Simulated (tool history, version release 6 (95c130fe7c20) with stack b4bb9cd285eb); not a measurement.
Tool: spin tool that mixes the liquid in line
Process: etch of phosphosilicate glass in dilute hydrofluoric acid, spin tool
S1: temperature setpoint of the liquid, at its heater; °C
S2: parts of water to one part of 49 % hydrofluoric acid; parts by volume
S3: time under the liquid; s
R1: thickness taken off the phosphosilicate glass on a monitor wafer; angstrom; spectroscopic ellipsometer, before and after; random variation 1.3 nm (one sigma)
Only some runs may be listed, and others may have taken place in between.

{"run": 1, "hour": 0.0, "S1": 22, "S2": 75, "S3": 50, "R1": 827.45}
{"run": 2, "hour": 8.6, "S1": 22, "S2": 75, "S3": 55, "R1": 886.54}
{"run": 3, "hour": 16.1, "S1": 22, "S2": 75, "S3": 55, "R1": 902.94}
{"run": 4, "hour": 19.6, "S1": 19, "S2": 75, "S3": 55, "R1": 792.79}
{"run": 5, "hour": 22.5, "S1": 19, "S2": 55, "S3": 55, "R1": 1106.6}
{"run": 6, "hour": 27.2, "S1": 20, "S2": 55, "S3": 55, "R1": 1158}
{"run": 7, "hour": 32.8, "S1": 21, "S2": 55, "S3": 55, "R1": 1193.1}

Run 8 comes next. What will it give?
{"run": 8, "hour": 34.0, "S1": 22, "S2": 55, "S3": 55, "R1": "?"}

{"run 8": {"R1": 1251.2}}

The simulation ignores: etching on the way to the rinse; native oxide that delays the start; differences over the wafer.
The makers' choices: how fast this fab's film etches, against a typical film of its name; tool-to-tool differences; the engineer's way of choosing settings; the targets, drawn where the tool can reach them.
